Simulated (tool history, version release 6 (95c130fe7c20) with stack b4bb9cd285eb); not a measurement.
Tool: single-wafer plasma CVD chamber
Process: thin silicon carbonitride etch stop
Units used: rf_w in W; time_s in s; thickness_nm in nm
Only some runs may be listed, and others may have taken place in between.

{"run": 1, "hour": 0.0, "rf_w": 150, "time_s": 22.4, "thickness_nm": 11.888}
{"run": 2, "hour": 7.5, "rf_w": 150, "time_s": 19.9, "thickness_nm": 10.541}
{"run": 3, "hour": 12.6, "rf_w": 165, "time_s": 19.9, "thickness_nm": 10.831}
{"run": 4, "hour": 21.5, "rf_w": 150, "time_s": 19.9, "thickness_nm": 10.572}
{"run": 5, "hour": 29.4, "rf_w": 150, "time_s": 22.5, "thickness_nm": 11.993}
{"run": 6, "hour": 32.5, "rf_w": 160, "time_s": 23.6, "thickness_nm": 12.685}

Predict the results of run 7:
{"run": 7, "hour": 41.0, "rf_w": 165, "time_s": 24.6, "thickness_nm": "?"}

Run 7 yielded thickness_nm 13.385 nm.
